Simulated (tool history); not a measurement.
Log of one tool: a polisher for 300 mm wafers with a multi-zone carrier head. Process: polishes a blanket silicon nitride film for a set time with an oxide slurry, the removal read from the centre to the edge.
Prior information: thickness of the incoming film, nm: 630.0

run  hour  flow of slurry (ml/min)  pressure of the head's centre zone  pressure of the head's middle zone  pressure of the head's edge zone  abrasive content of the slurry  polishing time (s)  film removed at the wafer's centre (Å)  film removed at mid-radius (Å)  film removed at the wafer's edge (Å)
  1   0.0                      220                                1.00                                1.00                              1.00                             1.0                  51                                  280.83                          271.51                                276.65
  2   2.1                      220                                0.92                                1.00                              1.00                             1.0                  51                                  263.35                          271.71                                278.25
  3   5.5                      225                                0.92                                1.01                              1.01                             1.0                  51                                  261.81                          278.32                                276.38
  4   9.7                      260                                0.92                                1.01                              1.01                             1.0                  51                                  266.57                          283.50                                281.31
  5  12.9                      260                                0.93                                1.01                              1.02                             1.0                  51                                  269.75                          277.95                                283.73
  6  18.6                      260                                0.93                                1.02                              1.03                             1.0                  51                                  270.12                          283.16                                285.11
     20.9  -- edge zone pressure recalibrated
  7  20.9                      260                                0.93                                1.03                              1.04                             1.0                  51                                  267.73                          284.33                                289.56

Forecast run 8:
  8  25.1                      260                                0.94                                1.04                              1.04                             1.0                  51                                       ?                               ?                                     ?

film removed at the wafer's centre (Å): 275.33
film removed at mid-radius (Å): 284.55
film removed at the wafer's edge (Å): 293.14
